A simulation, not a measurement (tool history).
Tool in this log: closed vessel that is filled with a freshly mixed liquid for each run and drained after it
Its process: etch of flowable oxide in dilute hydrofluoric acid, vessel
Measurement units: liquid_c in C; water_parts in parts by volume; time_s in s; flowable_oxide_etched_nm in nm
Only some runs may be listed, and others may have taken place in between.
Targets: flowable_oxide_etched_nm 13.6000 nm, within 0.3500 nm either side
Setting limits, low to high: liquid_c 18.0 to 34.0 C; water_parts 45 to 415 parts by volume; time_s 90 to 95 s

run,hour,liquid_c,water_parts,time_s,flowable_oxide_etched_nm
1,0.0,26.0,230,90,7.7299
2,7.2,26.0,150,90,12.8160
3,11.8,29.5,150,90,14.6900
4,16.5,29.0,150,90,14.4860
5,25.0,28.5,150,90,14.1090
6,26.1,28.5,150,95,14.9580
7,34.9,28.0,150,95,14.7550
8,40.5,27.5,150,95,14.4970
9,46.5,27.0,150,95,14.0670

Which single option among these 4 for the next run brings every result within its allowed miss of target? Just one does.
A,52.5,26.5,145,90,?
B,52.5,30.0,170,90,?
C,52.5,28.5,155,95,?
D,52.5,27.5,145,90,?

move,flowable_oxide_etched_nm
A,13.6560
B,12.8240
C,14.3390
D,14.1740
A: in spec on every target
B: takes the result that was furthest off past its target
C: lands further from the targets than the last run did
D: lands further from the targets than the last run did
So the answer is move A, the one that meets all the targets.

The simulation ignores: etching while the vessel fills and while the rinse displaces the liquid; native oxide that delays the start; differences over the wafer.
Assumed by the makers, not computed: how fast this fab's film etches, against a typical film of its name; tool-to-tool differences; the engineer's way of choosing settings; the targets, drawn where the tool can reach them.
